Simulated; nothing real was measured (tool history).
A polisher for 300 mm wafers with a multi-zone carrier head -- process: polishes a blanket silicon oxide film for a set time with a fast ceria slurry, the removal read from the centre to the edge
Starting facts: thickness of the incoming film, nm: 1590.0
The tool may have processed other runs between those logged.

run,hour,flow of slurry (ml/min),pressure of the head's centre zone,pressure of the head's middle zone,pressure of the head's edge zone,polishing time (s),film removed at the wafer's centre (nm),film removed at mid-radius (nm),film removed at the wafer's edge (nm)
1,0.0,125,1.00,1.00,1.00,28,448.69,468.22,471.40
2,8.5,120,1.00,0.97,0.99,27,424.31,437.11,450.92
3,16.2,120,1.00,0.97,0.99,33,526.69,533.55,554.63
4,24.7,115,1.00,0.94,0.98,31,470.64,475.44,518.49
5,27.9,115,1.00,0.86,0.98,31,482.83,439.61,516.12
6,31.8,115,1.00,0.85,0.96,29,452.81,412.51,483.91

Run 7 comes next. What will it give?
7,35.3,115,1.00,0.85,0.95,28,?,?,?

For run 7 the tool returned film removed at the wafer's centre (nm) 439.01, film removed at mid-radius (nm) 403.03, film removed at the wafer's edge (nm) 459.44.
